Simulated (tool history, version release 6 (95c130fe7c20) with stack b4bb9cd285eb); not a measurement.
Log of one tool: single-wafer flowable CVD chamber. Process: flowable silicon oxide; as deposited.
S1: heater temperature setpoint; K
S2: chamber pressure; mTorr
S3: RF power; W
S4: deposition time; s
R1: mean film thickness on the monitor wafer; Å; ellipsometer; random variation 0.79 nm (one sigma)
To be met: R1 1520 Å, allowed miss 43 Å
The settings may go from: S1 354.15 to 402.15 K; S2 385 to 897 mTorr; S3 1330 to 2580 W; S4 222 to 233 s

Run 1, day 0: S1 378.15 K, S2 641 mTorr, S3 1955 W, S4 233 s. Result: R1 904.84 Å.
Run 2, day 0.138: S1 374.15 K, S2 642 mTorr, S3 1955 W, S4 233 s. Result: R1 998.44 Å.
Run 3, day 0.483: S1 385.15 K, S2 642 mTorr, S3 1955 W, S4 233 s. Result: R1 736.01 Å.
Run 4, day 0.721: S1 394.15 K, S2 642 mTorr, S3 1955 W, S4 233 s. Result: R1 575.28 Å.
Run 5, day 0.879: S1 385.15 K, S2 644 mTorr, S3 1955 W, S4 233 s. Result: R1 746.96 Å.
Run 6, day 1.208: S1 379.15 K, S2 646 mTorr, S3 1955 W, S4 233 s. Result: R1 875.55 Å.
Run 7, day 1.462: S1 374.15 K, S2 647 mTorr, S3 1955 W, S4 233 s. Result: R1 1013 Å.
Run 8, day 1.654: S1 370.15 K, S2 648 mTorr, S3 1955 W, S4 233 s. Result: R1 1150.1 Å.

Which of these 4 next moves meets every target?
Run A, day 1.846: S1 369.15 K, S2 557 mTorr, S3 2195 W, S4 222 s. Result: R1 ?.
Run B, day 1.846: S1 361.15 K, S2 705 mTorr, S3 1815 W, S4 233 s. Result: R1 ?.
Run C, day 1.846: S1 364.15 K, S2 694 mTorr, S3 2185 W, S4 233 s. Result: R1 ?.
Run D, day 1.846: S1 367.15 K, S2 716 mTorr, S3 1935 W, S4 233 s. Result: R1 ?.

move      R1
   A  1010.2
   B  1600.9
   C  1518.6
   D  1390.7
A: further off than the last run
B: takes the result that was furthest off past its target
C: meets every target
D: nearer than the last run, and not there yet
Answer: C
